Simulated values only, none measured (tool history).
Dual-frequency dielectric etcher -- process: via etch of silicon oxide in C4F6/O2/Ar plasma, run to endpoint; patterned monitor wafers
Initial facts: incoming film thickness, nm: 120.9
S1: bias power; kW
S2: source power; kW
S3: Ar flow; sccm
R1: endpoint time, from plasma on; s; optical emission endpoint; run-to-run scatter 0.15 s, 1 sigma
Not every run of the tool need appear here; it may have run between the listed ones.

run 1 hour=0.0 | S1=0.413 S2=0.330 S3=367 | R1=32.961
run 2 hour=0.9 | S1=0.476 S2=0.330 S3=367 | R1=31.418
run 3 hour=4.0 | S1=0.428 S2=0.330 S3=367 | R1=32.703
run 4 hour=10.9 | S1=0.428 S2=0.330 S3=409 | R1=32.924
run 5 hour=16.9 | S1=0.428 S2=0.370 S3=409 | R1=31.235
run 6 hour=20.4 | S1=0.458 S2=0.380 S3=408 | R1=30.097

Run 7 is up next; what results do you expect?
run 7 hour=22.7 | S1=0.478 S2=0.390 S3=407 | R1=?

For run 7 the tool returned R1 29.413 s.
